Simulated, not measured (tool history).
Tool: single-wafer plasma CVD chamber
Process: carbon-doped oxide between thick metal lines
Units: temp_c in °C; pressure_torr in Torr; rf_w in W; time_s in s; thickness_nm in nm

Run 1, hour 0.0: temp_c 345 °C, pressure_torr 4.75 Torr, rf_w 545 W, time_s 135 s. Result: thickness_nm 718.41 nm.
Run 2, hour 5.4: temp_c 354 °C, pressure_torr 4.75 Torr, rf_w 545 W, time_s 135 s. Result: thickness_nm 701.40 nm.
Run 3, hour 14.1: temp_c 354 °C, pressure_torr 4.75 Torr, rf_w 545 W, time_s 135 s. Result: thickness_nm 709.39 nm.
Run 4, hour 21.3: temp_c 354 °C, pressure_torr 5.12 Torr, rf_w 545 W, time_s 135 s. Result: thickness_nm 723.33 nm.
Run 5, hour 28.6: temp_c 354 °C, pressure_torr 4.96 Torr, rf_w 525 W, time_s 134 s. Result: thickness_nm 692.69 nm.
Run 6, hour 37.5: temp_c 354 °C, pressure_torr 5.62 Torr, rf_w 525 W, time_s 134 s. Result: thickness_nm 698.08 nm.
Run 7, hour 46.4: temp_c 356 °C, pressure_torr 5.42 Torr, rf_w 510 W, time_s 133 s. Result: thickness_nm 671.81 nm.

Run 8 comes next. What will it give?
Run 8, hour 50.4: temp_c 357 °C, pressure_torr 5.38 Torr, rf_w 495 W, time_s 132 s. Result: thickness_nm ?.

thickness_nm: 645.18 nm
